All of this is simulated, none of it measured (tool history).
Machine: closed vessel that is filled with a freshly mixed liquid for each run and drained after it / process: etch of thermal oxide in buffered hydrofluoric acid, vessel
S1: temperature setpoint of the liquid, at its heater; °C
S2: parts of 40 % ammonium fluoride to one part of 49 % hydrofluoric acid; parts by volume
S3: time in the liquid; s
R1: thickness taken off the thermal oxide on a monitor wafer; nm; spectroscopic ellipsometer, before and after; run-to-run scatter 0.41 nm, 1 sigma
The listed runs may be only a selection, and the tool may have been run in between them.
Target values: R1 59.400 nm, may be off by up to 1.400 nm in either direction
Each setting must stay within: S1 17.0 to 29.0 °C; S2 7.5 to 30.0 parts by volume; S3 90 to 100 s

run  hour    S1    S2   S3      R1
  1   0.0  21.0  21.0   90  42.781
  2   8.3  23.0  21.0   90  47.643
  3  10.9  23.5  21.0   90  49.514
  4  17.0  21.5  21.0   90  43.859
  5  24.5  21.5  24.0   90  39.790
  6  25.1  21.5  24.0  100  43.478
  7  27.7  22.5  24.0  100  46.107
  8  29.2  23.0  24.0  100  47.699
  9  34.9  23.5  24.0  100  48.517
 10  37.1  24.0  24.0  100  49.813
 11  44.4  24.5  24.0  100  51.342

Pick the move, out of 4, that brings all results within their allowed miss; only one does.
  A  51.7  22.0  24.5  100   ?
  B  51.7  26.5  26.5  100   ?
  C  51.7  23.5  25.0   95   ?
  D  51.7  27.0  23.5  100   ?

move      R1
   A  44.139
   B  53.502
   C  44.924
   D  59.687
A: the biggest miss grows against the last run
B: an improvement on the last run, though not all results are within tolerance
C: the biggest miss grows against the last run
D: every result lands within tolerance
D meets every target.
